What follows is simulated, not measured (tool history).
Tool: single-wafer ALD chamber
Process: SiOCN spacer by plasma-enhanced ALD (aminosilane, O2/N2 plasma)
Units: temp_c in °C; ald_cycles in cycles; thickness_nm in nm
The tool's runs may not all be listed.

run,hour,temp_c,ald_cycles,thickness_nm
1,0.0,410,39,2.1892
2,6.7,408,40,2.2650
3,9.3,406,40,2.2944
4,12.8,406,36,2.0535
5,15.9,403,37,2.1391
6,23.1,401,38,2.2089

Run 7 is up next; what results do you expect?
7,23.9,399,39,?

thickness_nm: 2.2886 nm

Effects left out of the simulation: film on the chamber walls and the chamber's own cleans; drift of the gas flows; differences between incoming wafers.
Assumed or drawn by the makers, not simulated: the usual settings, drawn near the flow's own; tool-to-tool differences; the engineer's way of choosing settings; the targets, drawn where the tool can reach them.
